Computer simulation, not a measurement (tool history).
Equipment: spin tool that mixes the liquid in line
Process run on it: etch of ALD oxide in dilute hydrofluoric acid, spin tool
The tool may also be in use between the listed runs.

run    day  temperature setpoint of the liquid (°C)  parts of water to one part of 49 % hydrofluoric acid (parts by volume)  time under the liquid (s)  thickness taken off the ALD oxide on a monitor wafer (Å)
  1  0.000                                     23.0                                                                     190                        305                                                    297.53
  2  0.154                                     23.0                                                                     215                        305                                                    254.97
  3  0.233                                     23.0                                                                     215                        325                                                    272.07
  4  0.458                                     22.5                                                                     220                        325                                                    259.74
  5  0.679                                     22.5                                                                     180                        325                                                    332.17
  6  0.804                                     22.5                                                                     180                        305                                                    313.42
     0.933  -- thermometer replaced
  7  0.933                                     22.0                                                                     185                        305                                                    281.16

Predict the results of run 8:
  8  1.129                                     21.5                                                                     185                        305                                                         ?

Run 8 yielded thickness taken off the ALD oxide on a monitor wafer (Å) 272.73.
